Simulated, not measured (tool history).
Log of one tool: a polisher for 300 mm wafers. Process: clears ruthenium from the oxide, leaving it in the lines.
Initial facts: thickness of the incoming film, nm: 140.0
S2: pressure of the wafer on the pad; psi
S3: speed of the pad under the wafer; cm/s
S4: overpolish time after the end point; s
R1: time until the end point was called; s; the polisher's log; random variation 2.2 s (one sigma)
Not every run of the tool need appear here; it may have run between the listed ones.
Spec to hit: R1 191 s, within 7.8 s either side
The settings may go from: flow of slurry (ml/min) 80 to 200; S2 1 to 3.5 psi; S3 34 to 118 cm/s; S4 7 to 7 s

{"run": 1, "hour": 0.0, "flow of slurry (ml/min)": 130, "S2": 2.2, "S3": 76, "S4": 7, "R1": 124.95}
{"run": 2, "hour": 4.7, "flow of slurry (ml/min)": 130, "S2": 2.1, "S3": 76, "S4": 7, "R1": 130.99}
{"run": 3, "hour": 5.4, "flow of slurry (ml/min)": 130, "S2": 2.1, "S3": 92, "S4": 7, "R1": 107.39}
{"run": 4, "hour": 10.4, "flow of slurry (ml/min)": 160, "S2": 2.1, "S3": 92, "S4": 7, "R1": 104.76}
{"run": 5, "hour": 12.2, "flow of slurry (ml/min)": 160, "S2": 1.9, "S3": 90, "S4": 7, "R1": 118.32}
{"run": 6, "hour": 12.8, "flow of slurry (ml/min)": 160, "S2": 1.7, "S3": 90, "S4": 7, "R1": 128.47}
{"run": 7, "hour": 16.5, "flow of slurry (ml/min)": 160, "S2": 1.6, "S3": 88, "S4": 7, "R1": 142.22}
{"run": 8, "hour": 25.2, "flow of slurry (ml/min)": 160, "S2": 1.5, "S3": 88, "S4": 7, "R1": 151.07}
{"run": 9, "hour": 32.9, "flow of slurry (ml/min)": 160, "S2": 1.4, "S3": 88, "S4": 7, "R1": 161.65}

5 candidate next runs follow, results not yet known. Just one meets every target within its allowed miss. Identify it.
{"run": "A", "hour": 40.6, "flow of slurry (ml/min)": 160, "S2": 1.7, "S3": 72, "S4": 7, "R1": "?"}
{"run": "B", "hour": 40.6, "flow of slurry (ml/min)": 165, "S2": 1.2, "S3": 78, "S4": 7, "R1": "?"}
{"run": "C", "hour": 40.6, "flow of slurry (ml/min)": 135, "S2": 1, "S3": 96, "S4": 7, "R1": "?"}
{"run": "D", "hour": 40.6, "flow of slurry (ml/min)": 165, "S2": 1.4, "S3": 74, "S4": 7, "R1": "?"}
{"run": "E", "hour": 40.6, "flow of slurry (ml/min)": 135, "S2": 1.4, "S3": 70, "S4": 7, "R1": "?"}

move=A R1=165.36
move=B R1=212.26
move=C R1=213.5
move=D R1=192.95
move=E R1=211.15
A: closer than the last run, but not yet in spec
B: carries the result that was furthest off beyond its target, to the other side
C: carries the result that was furthest off beyond its target, to the other side
D: hits every target within its allowed miss
E: carries the result that was furthest off beyond its target, to the other side
Go with D: it meets all targets.
